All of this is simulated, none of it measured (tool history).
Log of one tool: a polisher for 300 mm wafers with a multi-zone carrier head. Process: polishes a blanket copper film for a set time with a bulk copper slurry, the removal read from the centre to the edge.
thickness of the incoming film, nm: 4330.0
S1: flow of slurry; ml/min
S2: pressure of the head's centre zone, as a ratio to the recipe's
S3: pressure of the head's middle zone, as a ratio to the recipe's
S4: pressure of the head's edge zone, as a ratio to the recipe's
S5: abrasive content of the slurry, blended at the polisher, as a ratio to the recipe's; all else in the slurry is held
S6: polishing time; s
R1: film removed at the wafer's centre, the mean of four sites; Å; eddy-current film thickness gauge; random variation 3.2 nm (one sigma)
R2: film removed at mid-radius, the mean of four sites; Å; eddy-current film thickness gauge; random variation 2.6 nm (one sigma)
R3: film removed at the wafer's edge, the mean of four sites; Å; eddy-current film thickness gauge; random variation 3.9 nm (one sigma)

run	hour	S1	S2	S3	S4	S5	S6	R1	R2	R3
1	0	250	1	1	1	1	53	4828.1	4806.3	4815.8
2	1.7	250	1	1	1	1	58	5273.4	5305.6	5280.9
3	9.4	255	1	1.01	0.97	0.9	56	4971.9	5043.5	4875.3
4	17	255	1	1.07	0.97	0.9	56	4949.7	5301.8	4889.8
5	25.8	260	1	1.07	0.95	0.85	54	4716.7	4994.4	4651
6	28.5	255	1.01	1.08	0.93	0.8	52	4542.9	4839.8	4432.1
7	34.8	270	1.02	1.09	0.91	0.75	50	4452.7	4635.5	4128.5
8	39.6	285	1.01	1.09	0.9	0.7	49	4221.3	4494	4027.3
9	43.3	285	1.01	1.09	0.89	0.65	48	4080.5	4331.7	3811.3
10	47.8	290	1.01	1.09	0.88	0.65	48	4167.8	4340.2	3827.6
11	54.1	290	1	1.09	0.87	0.65	47	3940.3	4241.6	3798.3
12	57.7	290	1	1.1	0.86	0.65	46	3883.9	4211.7	3663.9
13	62.3	290	1	1.1	0.85	0.65	46	3944.1	4217.4	3629.8
14	70.8	285	1	1.1	0.84	0.65	46	3853.2	4189.1	3590.6
15	78.2	285	1	1.1	0.84	0.65	46	3898.8	4182.8	3589.5
16	80.6	275	1	1.1	0.84	0.65	46	3840.2	4218.7	3572.4
17	84.1	275	1	1.1	0.84	0.65	46	3848.2	4193.1	3588.5
18	88.2	265	1	1.1	0.84	0.65	46	3923.6	4171.3	3544.3
19	89.1	260	0.99	1.09	0.84	0.65	46	3910.6	4119.6	3566
20	90.6	255	0.98	1.09	0.84	0.65	46	3758.8	4142.6	3551.6

Run 21 comes next. What will it give?
21	91.8	250	0.98	1.09	0.84	0.65	46	?	?	?

Run 21 gave R1 3767.6 Å, R2 4075 Å, R3 3578.9 Å.
